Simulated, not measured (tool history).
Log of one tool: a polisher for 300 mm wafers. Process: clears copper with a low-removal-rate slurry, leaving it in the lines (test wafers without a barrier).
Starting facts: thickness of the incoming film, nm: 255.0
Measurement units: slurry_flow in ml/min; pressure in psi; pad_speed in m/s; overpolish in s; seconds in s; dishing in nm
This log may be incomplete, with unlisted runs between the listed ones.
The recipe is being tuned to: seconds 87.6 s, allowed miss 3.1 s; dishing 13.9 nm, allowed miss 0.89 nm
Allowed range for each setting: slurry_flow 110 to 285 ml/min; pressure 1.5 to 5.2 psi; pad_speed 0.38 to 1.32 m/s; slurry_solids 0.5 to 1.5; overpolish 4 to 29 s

run	hour	slurry_flow	pressure	pad_speed	slurry_solids	overpolish	seconds	dishing
1	0	180	3.3	0.84	1	15	103.2	19.033
2	7.3	180	3.3	0.7	1	15	122.12	17.595
3	14.1	180	2.6	0.7	1	15	153.19	14.501
4	23.1	150	2.6	0.7	1	15	159.93	14.553
5	26	175	3.1	0.72	1	12	127.75	13.856
6	31.3	175	3.8	0.72	1	12	102.39	16.103
7	38.2	190	3.9	0.72	1	11	100.06	15.858
8	47.1	190	4	0.72	1	10	97.047	14.995
9	49.3	190	4.1	0.72	1	9	95.459	13.849
10	56	190	4.2	0.72	1	9	92.117	14.348
11	56.6	190	4.3	0.72	1	9	90.204	15.381

Exactly one of the 4 candidate moves below puts every result within its allowed miss. Which one?
A	57.2	220	3.4	0.86	0.95	8	?	?
B	57.2	205	4.5	0.7	0.9	12	?	?
C	57.2	225	4.9	0.62	0.9	13	?	?
D	57.2	205	5	0.7	0.7	8	?	?

move	seconds	dishing
A	95.137	12.714
B	90.321	17.745
C	92.252	18.466
D	86.375	13.749
A: takes the biggest miss from the last run beyond its target
B: lands further from the targets than the last run did
C: lands further from the targets than the last run did
D: all results in spec
The move that meets every target is D.

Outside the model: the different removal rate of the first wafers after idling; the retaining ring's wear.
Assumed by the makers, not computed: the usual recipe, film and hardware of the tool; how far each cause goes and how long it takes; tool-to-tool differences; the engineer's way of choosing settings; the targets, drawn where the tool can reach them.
